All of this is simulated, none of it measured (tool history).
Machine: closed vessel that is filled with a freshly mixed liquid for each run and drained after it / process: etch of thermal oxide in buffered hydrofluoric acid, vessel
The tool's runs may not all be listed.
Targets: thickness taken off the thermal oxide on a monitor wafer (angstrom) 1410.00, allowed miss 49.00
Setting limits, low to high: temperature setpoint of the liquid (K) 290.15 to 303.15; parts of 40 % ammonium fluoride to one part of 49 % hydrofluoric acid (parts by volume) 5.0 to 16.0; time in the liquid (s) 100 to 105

run,hour,temperature setpoint of the liquid (K),parts of 40 % ammonium fluoride to one part of 49 % hydrofluoric acid (parts by volume),time in the liquid (s),thickness taken off the thermal oxide on a monitor wafer (angstrom)
1,0.0,295.15,9.5,100,1061.70
2,9.2,296.65,9.5,100,1130.30
3,16.3,297.65,9.5,100,1175.30
4,22.6,297.65,12.5,100,929.97
5,29.6,297.65,12.5,100,943.25
6,38.5,299.15,12.0,100,1025.90
7,40.7,303.15,9.5,100,1596.70
8,48.1,302.65,9.5,100,1558.50

Exactly one of the 4 candidate moves below puts every result within its allowed miss. Which one?
A,55.5,302.15,10.5,100,?
B,55.5,301.15,11.5,105,?
C,55.5,302.15,8.0,105,?
D,55.5,296.15,8.0,100,?

move,thickness taken off the thermal oxide on a monitor wafer (angstrom)
A,1379.10
B,1256.90
C,1843.00
D,1271.30
A: meets every target
B: pushes the last run's worst result past its target
C: its largest miss is bigger than the last run's
D: pushes the last run's worst result past its target
A is the move that brings every result within its allowed miss.
